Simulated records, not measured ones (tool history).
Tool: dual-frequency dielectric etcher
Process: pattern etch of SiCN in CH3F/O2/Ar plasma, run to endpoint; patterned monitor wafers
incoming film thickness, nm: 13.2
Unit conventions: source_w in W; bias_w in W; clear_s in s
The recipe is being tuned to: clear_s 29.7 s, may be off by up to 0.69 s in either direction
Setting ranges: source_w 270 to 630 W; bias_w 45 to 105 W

| run | hour | source_w | bias_w | clear_s |
|---|---|---|---|---|
| 1 | 0 | 450 | 75 | 33.341 |
| 2 | 5 | 460 | 76 | 33.051 |
| 3 | 9.2 | 500 | 76 | 32.153 |
| 4 | 16.6 | 510 | 77 | 32.057 |
| 5 | 21.6 | 440 | 77 | 33.273 |
| 6 | 29.4 | 460 | 78 | 32.56 |
| 7 | 31.3 | 470 | 79 | 32.662 |
| 8 | 34.6 | 470 | 79 | 32.462 |
| 9 | 39.1 | 480 | 80 | 32.204 |
| 10 | 44.9 | 490 | 81 | 31.864 |

4 candidate next runs follow, results not yet known. Just one meets every target within its allowed miss. Identify it.
| A | 50.7 | 630 | 98 | ? |
| B | 50.7 | 510 | 83 | ? |
| C | 50.7 | 510 | 78 | ? |
| D | 50.7 | 550 | 90 | ? |

| move | clear_s |
|---|---|
| A | 27.862 |
| B | 31.106 |
| C | 31.712 |
| D | 29.718 |
A: moves the result that the last run missed by most past its target, out the other side
B: gains on the last run, yet a result remains outside its allowed miss
C: gains on the last run, yet a result remains outside its allowed miss
D: every result within its allowed miss
So the answer is move D, the one that meets all the targets.

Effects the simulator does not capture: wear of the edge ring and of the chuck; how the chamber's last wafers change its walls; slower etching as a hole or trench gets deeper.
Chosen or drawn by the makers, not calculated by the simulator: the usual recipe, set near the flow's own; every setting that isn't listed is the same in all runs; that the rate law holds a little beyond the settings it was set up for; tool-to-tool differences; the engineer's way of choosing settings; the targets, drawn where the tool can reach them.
